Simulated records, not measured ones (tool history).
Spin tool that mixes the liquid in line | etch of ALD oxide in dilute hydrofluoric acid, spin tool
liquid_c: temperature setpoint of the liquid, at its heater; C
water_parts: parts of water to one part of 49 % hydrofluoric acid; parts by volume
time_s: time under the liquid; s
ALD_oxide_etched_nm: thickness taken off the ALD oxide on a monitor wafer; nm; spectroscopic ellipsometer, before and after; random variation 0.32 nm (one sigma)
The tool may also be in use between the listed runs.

run,hour,liquid_c,water_parts,time_s,ALD_oxide_etched_nm
1,0,23,215,285,9.6837
2,5.5,21,215,285,8.8867
3,10.6,23,180,285,11.932
4,11.5,19.5,180,285,10.448
5,14.9,21.5,150,285,13.747
6,21.1,19,150,285,12.3

Run 7 comes next. What will it give?
# hour 27.9: thermometer replaced
7,27.9,19,150,285,?

ALD_oxide_etched_nm: 13.137 nm
